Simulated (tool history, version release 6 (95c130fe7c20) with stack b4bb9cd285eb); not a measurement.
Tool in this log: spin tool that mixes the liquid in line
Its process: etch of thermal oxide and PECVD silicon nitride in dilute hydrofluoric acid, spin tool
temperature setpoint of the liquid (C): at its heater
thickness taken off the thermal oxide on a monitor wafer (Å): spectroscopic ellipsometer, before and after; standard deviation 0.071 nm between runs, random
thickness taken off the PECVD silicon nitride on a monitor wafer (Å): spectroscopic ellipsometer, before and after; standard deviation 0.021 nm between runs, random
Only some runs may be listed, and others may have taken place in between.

| run | hour | temperature setpoint of the liquid (C) | parts of water to one part of 49 % hydrofluoric acid (parts by volume) | time under the liquid (s) | thickness taken off the thermal oxide on a monitor wafer (Å) | thickness taken off the PECVD silicon nitride on a monitor wafer (Å) |
|---|---|---|---|---|---|---|
| 1 | 0.0 | 22.0 | 80 | 180 | 106.470 | 47.047 |
| 2 | 3.0 | 22.5 | 90 | 185 | 99.746 | 44.227 |
| 3 | 6.4 | 22.5 | 90 | 140 | 74.374 | 33.126 |
| 4 | 9.3 | 22.5 | 90 | 65 | 34.407 | 15.470 |
| 5 | 12.6 | 22.5 | 75 | 65 | 41.960 | 18.712 |
| 6 | 14.3 | 24.0 | 70 | 65 | 48.267 | 21.956 |
| 7 | 18.3 | 25.0 | 70 | 65 | 50.670 | 23.721 |
| 8 | 19.8 | 26.0 | 70 | 65 | 51.909 | 25.141 |
| 9 | 26.6 | 26.5 | 65 | 65 | 58.631 | 27.937 |
| 10 | 33.5 | 27.0 | 65 | 65 | 58.103 | 28.625 |
| 11 | 35.3 | 29.5 | 50 | 65 | 87.017 | 43.493 |
| 12 | 36.3 | 29.5 | 55 | 65 | 77.880 | 40.012 |
| 13 | 36.9 | 29.5 | 55 | 65 | 77.634 | 39.945 |
| 14 | 44.7 | 29.5 | 60 | 65 | 70.879 | 36.581 |

What does the tool deliver on the next run?
| 15 | 45.4 | 29.5 | 60 | 65 | ? | ? |

Run 15 measured thickness taken off the thermal oxide on a monitor wafer (Å) 71.494, thickness taken off the PECVD silicon nitride on a monitor wafer (Å) 36.643.

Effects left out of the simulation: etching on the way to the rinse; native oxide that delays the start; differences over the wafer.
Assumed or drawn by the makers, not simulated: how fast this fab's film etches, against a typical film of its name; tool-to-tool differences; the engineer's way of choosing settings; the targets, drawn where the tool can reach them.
